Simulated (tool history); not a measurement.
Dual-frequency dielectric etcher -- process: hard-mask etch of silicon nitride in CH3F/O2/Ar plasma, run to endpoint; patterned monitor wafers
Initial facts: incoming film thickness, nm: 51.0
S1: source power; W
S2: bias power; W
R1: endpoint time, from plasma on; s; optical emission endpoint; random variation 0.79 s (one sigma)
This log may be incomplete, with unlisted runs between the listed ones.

run	hour	S1	S2	R1
1	0.0	470	59	75.805
2	3.4	550	59	68.558
3	6.6	470	56	75.799
4	10.1	470	63	73.727
5	13.9	470	53	77.461
6	20.5	420	51	84.033

Expected results for the next run?
7	28.9	390	50	?

R1: 88.672 s
